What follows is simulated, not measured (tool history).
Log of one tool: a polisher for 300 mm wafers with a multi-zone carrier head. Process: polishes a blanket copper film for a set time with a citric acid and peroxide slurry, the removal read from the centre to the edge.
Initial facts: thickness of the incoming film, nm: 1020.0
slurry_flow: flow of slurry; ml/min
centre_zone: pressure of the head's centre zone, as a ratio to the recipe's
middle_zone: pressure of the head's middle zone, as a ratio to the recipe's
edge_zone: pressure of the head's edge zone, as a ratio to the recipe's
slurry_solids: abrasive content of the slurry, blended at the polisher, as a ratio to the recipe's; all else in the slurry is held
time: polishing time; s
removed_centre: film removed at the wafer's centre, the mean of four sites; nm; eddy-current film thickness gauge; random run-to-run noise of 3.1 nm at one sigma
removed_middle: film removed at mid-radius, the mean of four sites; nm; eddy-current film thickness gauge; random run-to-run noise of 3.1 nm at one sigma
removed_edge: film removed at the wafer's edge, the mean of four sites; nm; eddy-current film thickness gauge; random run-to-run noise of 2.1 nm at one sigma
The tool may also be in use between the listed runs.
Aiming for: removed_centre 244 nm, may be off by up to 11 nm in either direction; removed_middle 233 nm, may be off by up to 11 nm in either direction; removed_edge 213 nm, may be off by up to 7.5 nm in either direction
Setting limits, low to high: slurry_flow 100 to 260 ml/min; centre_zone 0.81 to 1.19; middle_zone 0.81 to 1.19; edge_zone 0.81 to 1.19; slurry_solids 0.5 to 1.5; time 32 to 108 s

run 1 hour=0 | slurry_flow=165 centre_zone=1 middle_zone=1 edge_zone=1 slurry_solids=1 time=70 | removed_centre=136.22 removed_middle=139.81 removed_edge=147.49
run 2 hour=4.6 | slurry_flow=200 centre_zone=1 middle_zone=1 edge_zone=1 slurry_solids=1 time=70 | removed_centre=143.51 removed_middle=141.99 removed_edge=149.92
run 3 hour=7.8 | slurry_flow=200 centre_zone=1 middle_zone=1 edge_zone=1 slurry_solids=1.2 time=70 | removed_centre=150.93 removed_middle=145.05 removed_edge=152.89
run 4 hour=12.8 | slurry_flow=205 centre_zone=1.03 middle_zone=1.05 edge_zone=1 slurry_solids=1.3 time=77 | removed_centre=170.41 removed_middle=170.16 removed_edge=167.31
run 5 hour=19.7 | slurry_flow=205 centre_zone=1.03 middle_zone=1.05 edge_zone=1 slurry_solids=1.3 time=88 | removed_centre=197.93 removed_middle=194.3 removed_edge=195.31
run 6 hour=22.2 | slurry_flow=215 centre_zone=1.06 middle_zone=1.08 edge_zone=1.01 slurry_solids=1.35 time=90 | removed_centre=206.8 removed_middle=211.26 removed_edge=199.03
run 7 hour=25.7 | slurry_flow=220 centre_zone=1.09 middle_zone=1.08 edge_zone=1.01 slurry_solids=1.4 time=92 | removed_centre=218.67 removed_middle=217.34 removed_edge=210.38
run 8 hour=33.8 | slurry_flow=225 centre_zone=1.12 middle_zone=1.09 edge_zone=0.99 slurry_solids=1.45 time=93 | removed_centre=230.28 removed_middle=218.06 removed_edge=212.81
-- hour=39.3 edge zone pressure recalibrated
run 9 hour=39.3 | slurry_flow=245 centre_zone=1.16 middle_zone=1.18 edge_zone=0.95 slurry_solids=1.45 time=94 | removed_centre=245.35 removed_middle=239.1 removed_edge=202.47
run 10 hour=46.8 | slurry_flow=245 centre_zone=1.16 middle_zone=1.16 edge_zone=0.96 slurry_solids=1.45 time=94 | removed_centre=243.93 removed_middle=240.67 removed_edge=201.91

Which single option among these 5 for the next run brings every result within its allowed miss of target? Just one does.
run A hour=54.3 | slurry_flow=200 centre_zone=1.07 middle_zone=1 edge_zone=1.01 slurry_solids=1.5 time=102 | removed_centre=? removed_middle=? removed_edge=?
run B hour=54.3 | slurry_flow=230 centre_zone=1.16 middle_zone=1.06 edge_zone=0.96 slurry_solids=1.5 time=90 | removed_centre=? removed_middle=? removed_edge=?
run C hour=54.3 | slurry_flow=245 centre_zone=1.19 middle_zone=1.19 edge_zone=0.87 slurry_solids=1.4 time=97 | removed_centre=? removed_middle=? removed_edge=?
run D hour=54.3 | slurry_flow=255 centre_zone=1.19 middle_zone=1.17 edge_zone=0.91 slurry_solids=1.5 time=92 | removed_centre=? removed_middle=? removed_edge=?
run E hour=54.3 | slurry_flow=195 centre_zone=1.12 middle_zone=1.1 edge_zone=0.93 slurry_solids=1.35 time=101 | removed_centre=? removed_middle=? removed_edge=?

move=A removed_centre=241.9 removed_middle=220.77 removed_edge=222.61
move=B removed_centre=235.82 removed_middle=207.91 removed_edge=193.86
move=C removed_centre=259.98 removed_middle=246.31 removed_edge=198.02
move=D removed_centre=250.58 removed_middle=233.87 removed_edge=194.6
move=E removed_centre=245.77 removed_middle=232.18 removed_edge=207.5
A: takes the result that was furthest off past its target
B: further off than the last run
C: further off than the last run
D: further off than the last run
E: in spec on every target
E is the move that brings every result within its allowed miss.
